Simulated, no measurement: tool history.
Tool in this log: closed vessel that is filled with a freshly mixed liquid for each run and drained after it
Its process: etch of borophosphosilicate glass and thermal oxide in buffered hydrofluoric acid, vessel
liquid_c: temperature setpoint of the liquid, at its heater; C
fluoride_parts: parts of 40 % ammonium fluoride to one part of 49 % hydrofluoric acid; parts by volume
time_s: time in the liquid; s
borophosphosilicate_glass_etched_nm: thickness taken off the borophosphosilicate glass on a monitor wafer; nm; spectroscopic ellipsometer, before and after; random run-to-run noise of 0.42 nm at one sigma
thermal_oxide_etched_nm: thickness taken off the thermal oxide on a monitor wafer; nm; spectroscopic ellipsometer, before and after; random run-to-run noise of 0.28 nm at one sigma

run  hour  liquid_c  fluoride_parts  time_s  borophosphosilicate_glass_etched_nm  thermal_oxide_etched_nm
  1     0        24              11      60                               105.69                    56.59
  2   7.8        27              11      60                               124.88                   67.562
  3  11.9        27               9      60                               145.69                   77.963
  4  16.4        27             6.5      60                               207.52                   109.26
  5  23.7        25               8      60                               147.75                   78.928
  6  31.3        27               8      60                               166.43                   89.423
  7  38.3        25               9      60                               132.15                   69.666

Run 8, settings as shown, results not yet in. Your forecast:
  8  47.3        21            12.5      60                                    ?                        ?

borophosphosilicate_glass_etched_nm: 79.877 nm
thermal_oxide_etched_nm: 42.451 nm
